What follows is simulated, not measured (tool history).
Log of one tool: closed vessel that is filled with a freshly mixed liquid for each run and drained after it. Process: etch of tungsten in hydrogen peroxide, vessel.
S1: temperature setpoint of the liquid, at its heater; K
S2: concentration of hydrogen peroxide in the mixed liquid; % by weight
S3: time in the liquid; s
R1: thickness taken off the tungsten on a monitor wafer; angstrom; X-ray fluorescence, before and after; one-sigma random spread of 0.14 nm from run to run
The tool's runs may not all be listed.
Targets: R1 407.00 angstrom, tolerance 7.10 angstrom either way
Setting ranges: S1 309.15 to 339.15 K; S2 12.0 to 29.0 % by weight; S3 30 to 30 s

| run | day | S1 | S2 | S3 | R1 |
|---|---|---|---|---|---|
| 1 | 0.000 | 325.15 | 19.5 | 30 | 300.32 |
| 2 | 0.250 | 325.15 | 23.0 | 30 | 326.01 |
| 3 | 0.638 | 325.15 | 20.5 | 30 | 304.94 |
| 4 | 0.938 | 326.65 | 20.5 | 30 | 337.22 |
| 5 | 1.088 | 327.65 | 20.5 | 30 | 357.08 |
| 6 | 1.412 | 323.15 | 20.5 | 30 | 269.93 |
| 7 | 1.721 | 325.15 | 20.5 | 30 | 305.68 |
| 8 | 2.100 | 326.65 | 20.5 | 30 | 337.04 |
| 9 | 2.338 | 327.65 | 20.5 | 30 | 356.93 |
| 10 | 2.392 | 328.15 | 20.5 | 30 | 367.79 |
| 11 | 2.500 | 328.65 | 20.5 | 30 | 378.04 |
| 12 | 2.704 | 329.15 | 20.5 | 30 | 388.73 |

5 next moves are on the table. One of them brings every result within its allowed miss. Which?
| A | 2.908 | 328.65 | 20.5 | 30 | ? |
| B | 2.908 | 327.65 | 26.5 | 30 | ? |
| C | 2.908 | 328.65 | 21.0 | 30 | ? |
| D | 2.908 | 328.65 | 21.5 | 30 | ? |
| E | 2.908 | 330.65 | 17.5 | 30 | ? |

| move | R1 |
|---|---|
| A | 378.16 |
| B | 405.21 |
| C | 382.75 |
| D | 387.27 |
| E | 392.95 |
A: moves away from the targets compared with the last run
B: meets every target
C: moves away from the targets compared with the last run
D: moves away from the targets compared with the last run
E: closes in on the targets versus the last run, not all within tolerance yet
So the answer is move B, the one that meets all the targets.
